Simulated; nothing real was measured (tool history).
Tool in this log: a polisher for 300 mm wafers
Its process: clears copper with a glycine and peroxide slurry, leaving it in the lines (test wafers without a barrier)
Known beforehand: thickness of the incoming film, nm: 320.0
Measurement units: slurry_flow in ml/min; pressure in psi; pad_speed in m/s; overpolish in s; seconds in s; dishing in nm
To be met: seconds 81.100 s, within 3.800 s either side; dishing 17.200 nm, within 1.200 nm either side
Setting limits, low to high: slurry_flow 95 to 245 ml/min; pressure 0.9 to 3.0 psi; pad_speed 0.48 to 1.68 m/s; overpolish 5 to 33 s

run  hour  slurry_flow  pressure  pad_speed  overpolish  seconds  dishing
  1   0.0          155       1.9       1.08          17   68.104   46.217
  2   2.5          135       1.6       1.18          13   73.128   34.111
  3   6.6          135       1.6       1.04          13   82.281   33.236
  4  13.0          125       1.4       1.18          11   85.659   27.574
  5  20.5          150       1.4       1.18          11   81.186   28.930
  6  21.3          135       1.2       1.32           9   85.620   22.432
  7  28.9          130       1.2       1.38           8   83.387   21.297
  8  36.7          125       1.2       1.42           7   82.592   19.076
  9  44.1          125       1.2       1.44           7   81.106   18.980
 10  45.2          120       1.2       1.46           7   80.538   20.239

Exactly one of the 4 candidate moves below puts every result within its allowed miss. Which one?
  A  46.3          130       1.2       1.40           5        ?        ?
  B  46.3          130       1.4       1.24           5        ?        ?
  C  46.3          120       1.2       1.46           6        ?        ?
  D  46.3          100       1.2       1.50           5        ?        ?

move  seconds  dishing
   A   83.678   13.880
   B   81.666   14.235
   C   82.301   16.618
   D   83.651   13.867
A: takes the biggest miss from the last run beyond its target
B: takes the biggest miss from the last run beyond its target
C: every result lands within tolerance
D: takes the biggest miss from the last run beyond its target
Go with C: it meets all targets.
